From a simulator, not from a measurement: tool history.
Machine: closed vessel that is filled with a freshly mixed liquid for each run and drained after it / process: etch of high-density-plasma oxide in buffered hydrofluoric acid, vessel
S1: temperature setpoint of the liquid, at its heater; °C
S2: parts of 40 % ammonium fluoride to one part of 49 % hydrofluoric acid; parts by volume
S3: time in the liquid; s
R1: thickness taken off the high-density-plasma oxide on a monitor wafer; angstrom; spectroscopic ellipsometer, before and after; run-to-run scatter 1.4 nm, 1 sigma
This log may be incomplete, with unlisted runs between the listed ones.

run,day,S1,S2,S3,R1
1,0,21,21,95,701.03
2,0.154,21,21,105,781.24
3,0.325,23,18.5,105,947.38
4,0.692,23,18.5,95,872.64
5,0.896,24.5,16.5,95,1083.5
6,1.242,27,16.5,95,1223.5
7,1.35,27.5,15.5,95,1337

Estimate the outcome of run 8 from the log above:
8,1.675,28,14.5,95,?

Run 8 measured R1 1457.6 angstrom.
